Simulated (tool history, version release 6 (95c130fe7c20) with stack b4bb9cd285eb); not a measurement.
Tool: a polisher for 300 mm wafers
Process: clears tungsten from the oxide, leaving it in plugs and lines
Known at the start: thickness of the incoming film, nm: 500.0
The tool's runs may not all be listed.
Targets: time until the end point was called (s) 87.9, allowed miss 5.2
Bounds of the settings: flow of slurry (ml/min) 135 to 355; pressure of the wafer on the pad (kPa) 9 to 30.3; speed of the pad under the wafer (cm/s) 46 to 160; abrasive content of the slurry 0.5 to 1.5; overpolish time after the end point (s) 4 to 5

run	hour	flow of slurry (ml/min)	pressure of the wafer on the pad (kPa)	speed of the pad under the wafer (cm/s)	abrasive content of the slurry	overpolish time after the end point (s)	time until the end point was called (s)
1	0	225	19.3	102	1	5	126.11
2	6.2	225	19.3	102	0.8	5	129.13
3	10.8	225	24.1	102	0.8	5	108.24
4	12.1	225	24.1	102	0.8	4	109.64
5	16.2	225	25.5	104	0.8	4	103.63
# hour 20.7: slurry nozzle cleaned
6	20.7	225	26.9	106	0.8	4	96.093
7	29.1	225	27.6	106	0.8	4	93.69
8	33.9	225	28.3	106	0.8	4	93.895

4 next moves are on the table. One of them brings every result within its allowed miss. Which?
A	38.7	230	28.3	126	0.8	4	?
B	38.7	240	30.3	128	0.7	4	?
C	38.7	260	29	120	0.85	4	?
D	38.7	240	26.2	118	0.85	5	?

move	time until the end point was called (s)
A	78.238
B	74.519
C	79.042
D	86.981
A: takes the result that was furthest off past its target
B: takes the result that was furthest off past its target
C: takes the result that was furthest off past its target
D: meets every target
Answer: D
